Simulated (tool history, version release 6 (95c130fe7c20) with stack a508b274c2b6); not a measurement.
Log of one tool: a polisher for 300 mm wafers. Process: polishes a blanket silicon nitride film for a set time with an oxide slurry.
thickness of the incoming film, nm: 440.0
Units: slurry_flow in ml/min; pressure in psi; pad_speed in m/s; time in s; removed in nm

run,hour,slurry_flow,pressure,pad_speed,slurry_solids,time,removed
1,0.0,275,2.9,1.42,1.00,76,61.531
2,4.1,275,3.3,1.42,1.00,76,68.218
3,4.9,275,3.2,1.42,1.00,76,65.607
4,12.3,275,3.2,1.42,0.85,76,61.021
5,17.8,275,3.2,1.42,1.00,76,65.849
6,26.2,275,3.2,1.66,1.00,76,76.135
7,29.5,275,3.0,1.66,1.00,76,70.628
8,35.6,275,2.9,1.66,1.00,76,69.384
9,41.4,275,2.8,1.66,1.00,76,68.746
10,44.6,275,2.6,1.66,1.00,76,65.551
11,53.5,275,2.5,1.64,1.00,76,62.333
12,61.0,275,2.4,1.64,1.00,76,61.186

The next listed run, before its measurement:
13,63.6,275,2.3,1.64,1.00,76,?

{"run 13": {"removed": 58.998}}
